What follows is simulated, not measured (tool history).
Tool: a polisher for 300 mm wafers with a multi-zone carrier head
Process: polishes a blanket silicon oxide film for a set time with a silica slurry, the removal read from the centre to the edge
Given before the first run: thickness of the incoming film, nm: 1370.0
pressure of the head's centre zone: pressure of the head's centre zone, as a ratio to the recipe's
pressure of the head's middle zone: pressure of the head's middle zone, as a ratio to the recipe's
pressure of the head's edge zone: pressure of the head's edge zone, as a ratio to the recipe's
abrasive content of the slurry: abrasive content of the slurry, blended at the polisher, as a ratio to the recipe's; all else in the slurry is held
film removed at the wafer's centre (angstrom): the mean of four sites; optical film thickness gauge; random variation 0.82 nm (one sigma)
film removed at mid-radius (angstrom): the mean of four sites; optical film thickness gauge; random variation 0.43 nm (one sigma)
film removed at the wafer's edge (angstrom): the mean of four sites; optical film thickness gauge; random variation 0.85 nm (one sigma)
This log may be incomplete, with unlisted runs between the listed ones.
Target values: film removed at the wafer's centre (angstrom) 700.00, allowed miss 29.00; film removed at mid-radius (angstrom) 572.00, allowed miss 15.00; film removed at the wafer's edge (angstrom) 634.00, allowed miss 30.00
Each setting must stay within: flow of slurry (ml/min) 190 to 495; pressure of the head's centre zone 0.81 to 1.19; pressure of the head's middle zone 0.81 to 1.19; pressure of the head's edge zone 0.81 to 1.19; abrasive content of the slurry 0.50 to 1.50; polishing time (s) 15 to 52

run	hour	flow of slurry (ml/min)	pressure of the head's centre zone	pressure of the head's middle zone	pressure of the head's edge zone	abrasive content of the slurry	polishing time (s)	film removed at the wafer's centre (angstrom)	film removed at mid-radius (angstrom)	film removed at the wafer's edge (angstrom)
1	0.0	320	1.00	1.00	1.00	1.00	33	926.22	919.24	926.96
2	3.0	320	1.00	1.07	1.00	1.00	33	906.86	970.45	917.74
3	7.8	265	1.00	1.07	1.00	1.00	33	911.18	969.59	888.33
4	8.5	265	1.00	1.07	1.00	1.10	33	931.02	986.66	947.31
5	16.7	345	1.00	1.07	1.00	1.10	33	978.64	1017.80	952.23
6	25.1	345	1.00	1.07	1.04	1.10	33	967.48	1011.30	960.88
7	26.9	355	1.04	1.01	1.04	0.90	31	885.16	845.48	819.05
8	32.4	350	1.04	0.95	1.05	0.75	30	786.14	720.78	767.74
9	41.0	345	1.08	0.85	0.95	0.50	29	681.85	550.10	621.03
10	45.3	350	1.08	0.86	0.96	0.50	29	680.43	558.29	610.77
11	53.8	350	1.08	0.86	0.97	0.50	29	681.08	559.05	616.00
12	57.4	350	1.08	0.86	0.98	0.50	29	687.62	550.43	622.47

Next run, 5 choices. One meets every target within its allowed miss, the rest don't. Which?
A	61.0	370	1.08	0.87	0.97	0.70	26	?	?	?
B	61.0	405	1.17	0.96	0.90	0.55	26	?	?	?
C	61.0	335	1.15	0.91	0.99	0.50	27	?	?	?
D	61.0	325	1.01	0.92	0.91	0.60	27	?	?	?
E	61.0	305	0.98	0.86	1.03	0.55	29	?	?	?

move	film removed at the wafer's centre (angstrom)	film removed at mid-radius (angstrom)	film removed at the wafer's edge (angstrom)
A	687.14	570.83	622.81
B	682.04	569.36	552.76
C	661.89	538.03	571.65
D	625.68	580.38	588.71
E	628.37	567.52	644.37
A: all results in spec
B: meets the target for the result that was furthest off, but another lies outside its allowed miss
C: misses by more than the last run did
D: meets the target for the result that was furthest off, but another lies outside its allowed miss
E: meets the target for the result that was furthest off, but another lies outside its allowed miss
The right move is A.

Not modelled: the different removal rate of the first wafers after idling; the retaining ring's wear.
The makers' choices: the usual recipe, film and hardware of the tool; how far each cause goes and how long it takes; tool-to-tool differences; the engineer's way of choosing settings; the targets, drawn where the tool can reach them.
